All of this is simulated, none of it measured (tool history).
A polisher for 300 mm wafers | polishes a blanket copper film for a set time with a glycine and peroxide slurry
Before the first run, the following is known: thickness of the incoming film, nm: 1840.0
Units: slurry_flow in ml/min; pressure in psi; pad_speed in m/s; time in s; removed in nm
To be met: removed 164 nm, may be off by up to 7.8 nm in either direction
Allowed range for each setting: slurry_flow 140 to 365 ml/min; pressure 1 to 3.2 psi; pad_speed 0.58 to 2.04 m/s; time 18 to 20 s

| run | hour | slurry_flow | pressure | pad_speed | time | removed |
|---|---|---|---|---|---|---|
| 1 | 0 | 235 | 2.1 | 1.3 | 20 | 109.18 |
| 2 | 5.2 | 235 | 2.2 | 1.32 | 20 | 113.4 |
| 3 | 9.7 | 235 | 1.9 | 1.32 | 20 | 103.23 |
| 4 | 14 | 235 | 2.1 | 1.34 | 20 | 114.4 |
| 5 | 22 | 235 | 2.1 | 1.34 | 18 | 101.51 |
| 6 | 23.1 | 235 | 2.6 | 1.34 | 18 | 120.33 |
| 7 | 31 | 235 | 2.6 | 1.34 | 18 | 120.44 |
| 8 | 38.3 | 235 | 2.6 | 1.34 | 18 | 121.49 |
|  | 40.7 | head pressure recalibrated |
| 9 | 40.7 | 235 | 2.7 | 1.36 | 18 | 131.74 |

4 next moves are on the table. One of them brings every result within its allowed miss. Which?
| A | 43.1 | 250 | 2.5 | 1.46 | 19 | ? |
| B | 43.1 | 250 | 3.1 | 1.5 | 20 | ? |
| C | 43.1 | 265 | 2.9 | 1.7 | 18 | ? |
| D | 43.1 | 285 | 2.1 | 1.32 | 19 | ? |

| move | removed |
|---|---|
| A | 141.14 |
| B | 182.4 |
| C | 169.75 |
| D | 116 |
A: closer than the last run, but not yet in spec
B: takes the biggest miss from the last run beyond its target
C: all results land within tolerance of their targets
D: moves away from the targets compared with the last run
Move C is the one to make.
